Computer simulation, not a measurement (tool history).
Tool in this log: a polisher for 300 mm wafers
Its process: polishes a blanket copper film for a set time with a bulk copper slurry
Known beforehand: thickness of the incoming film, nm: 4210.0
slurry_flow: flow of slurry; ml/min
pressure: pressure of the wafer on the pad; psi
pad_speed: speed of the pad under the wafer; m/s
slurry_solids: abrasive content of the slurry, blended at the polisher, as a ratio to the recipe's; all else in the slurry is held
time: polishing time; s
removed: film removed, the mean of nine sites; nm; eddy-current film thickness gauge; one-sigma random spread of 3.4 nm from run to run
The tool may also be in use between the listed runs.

| run | hour | slurry_flow | pressure | pad_speed | slurry_solids | time | removed |
|---|---|---|---|---|---|---|---|
| 1 | 0.0 | 170 | 2.4 | 1.38 | 1.0 | 31 | 389.87 |
| 2 | 5.7 | 170 | 2.2 | 1.38 | 1.0 | 31 | 349.25 |
| 3 | 8.5 | 195 | 2.2 | 1.38 | 1.0 | 31 | 367.82 |
| 4 | 9.0 | 195 | 2.2 | 1.38 | 1.1 | 31 | 374.44 |
| 5 | 16.2 | 195 | 2.2 | 1.38 | 1.1 | 31 | 372.13 |
| 6 | 22.4 | 185 | 2.1 | 1.38 | 1.1 | 31 | 346.96 |
| 7 | 29.5 | 175 | 2.0 | 1.38 | 1.1 | 31 | 334.37 |
| 8 | 34.1 | 170 | 1.9 | 1.38 | 1.1 | 31 | 323.34 |

Run 9 is up next; what results do you expect?
| 9 | 37.7 | 170 | 1.8 | 1.38 | 1.1 | 31 | ? |

Run 9 produced removed 302.42 nm.
